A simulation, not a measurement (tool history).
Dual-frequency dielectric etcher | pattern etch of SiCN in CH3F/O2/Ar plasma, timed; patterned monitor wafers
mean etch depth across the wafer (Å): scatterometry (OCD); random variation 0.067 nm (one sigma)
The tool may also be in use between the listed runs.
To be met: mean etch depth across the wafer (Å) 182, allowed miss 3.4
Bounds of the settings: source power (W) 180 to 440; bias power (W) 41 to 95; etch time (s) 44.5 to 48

run    day  source power (W)  bias power (W)  etch time (s)  mean etch depth across the wafer (Å)
  1      0               310              68             48                                156.59
  2   0.25               310              68             48                                156.04
  3  0.525               280              68             48                                146.18
  4  0.879               300              68             48                                152.83
  5  1.104               300              68           44.5                                141.74
  6  1.371               320              69           44.5                                147.55
  7  1.483               340              70           44.5                                153.12
  8  1.696               360              71           44.5                                159.52
  9  1.971               370              72           44.5                                162.12
 10  2.312               380              73           44.5                                165.64
 11  2.362               390              73           44.5                                167.69
 12  2.533               400              74           44.5                                170.64

4 next moves are on the table. One of them brings every result within its allowed miss. Which?
  A  2.704               380              83           45.5                                     ?
  B  2.704               320              80           45.5                                     ?
  C  2.704               440              72           47.5                                     ?
  D  2.704               380              84             47                                     ?

move  mean etch depth across the wafer (Å)
   A                                 175.8
   B                                157.97
   C                                 190.6
   D                                182.22
A: nearer than the last run, and not there yet
B: further off than the last run
C: takes the result that was furthest off past its target
D: meets every target
Answer: D
